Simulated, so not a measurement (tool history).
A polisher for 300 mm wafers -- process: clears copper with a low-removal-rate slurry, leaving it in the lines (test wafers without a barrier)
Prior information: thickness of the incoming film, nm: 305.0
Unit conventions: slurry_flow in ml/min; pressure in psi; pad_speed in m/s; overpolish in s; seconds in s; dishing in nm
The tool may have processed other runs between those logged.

{"run": 1, "hour": 0.0, "slurry_flow": 180, "pressure": 3.2, "pad_speed": 1.02, "slurry_solids": 1, "overpolish": 12, "seconds": 74.265, "dishing": 32.868}
{"run": 2, "hour": 6.7, "slurry_flow": 180, "pressure": 3.6, "pad_speed": 1.02, "slurry_solids": 1, "overpolish": 13, "seconds": 65.833, "dishing": 39.627}
{"run": 3, "hour": 11.6, "slurry_flow": 180, "pressure": 3.6, "pad_speed": 1.02, "slurry_solids": 1, "overpolish": 15, "seconds": 65.581, "dishing": 43.425}
{"run": 4, "hour": 13.5, "slurry_flow": 180, "pressure": 4.1, "pad_speed": 1.02, "slurry_solids": 1, "overpolish": 15, "seconds": 57.979, "dishing": 49.435}
{"run": 5, "hour": 17.5, "slurry_flow": 145, "pressure": 4.1, "pad_speed": 1.02, "slurry_solids": 1, "overpolish": 15, "seconds": 60.292, "dishing": 47.035}
{"hour": 21.6, "done": "head pressure recalibrated"}
{"run": 6, "hour": 21.6, "slurry_flow": 145, "pressure": 4.1, "pad_speed": 0.88, "slurry_solids": 1, "overpolish": 15, "seconds": 77.18, "dishing": 38.684}
{"run": 7, "hour": 23.8, "slurry_flow": 180, "pressure": 4.3, "pad_speed": 0.88, "slurry_solids": 1, "overpolish": 15, "seconds": 69.839, "dishing": 41.561}
{"run": 8, "hour": 25.8, "slurry_flow": 185, "pressure": 4.5, "pad_speed": 0.9, "slurry_solids": 1, "overpolish": 15, "seconds": 66.404, "dishing": 43.752}

What will run 9 give?
{"run": 9, "hour": 29.8, "slurry_flow": 185, "pressure": 4.7, "pad_speed": 0.94, "slurry_solids": 1, "overpolish": 15, "seconds": "?", "dishing": "?"}

Run 9 came out at seconds 60.612 s, dishing 46.733 nm.

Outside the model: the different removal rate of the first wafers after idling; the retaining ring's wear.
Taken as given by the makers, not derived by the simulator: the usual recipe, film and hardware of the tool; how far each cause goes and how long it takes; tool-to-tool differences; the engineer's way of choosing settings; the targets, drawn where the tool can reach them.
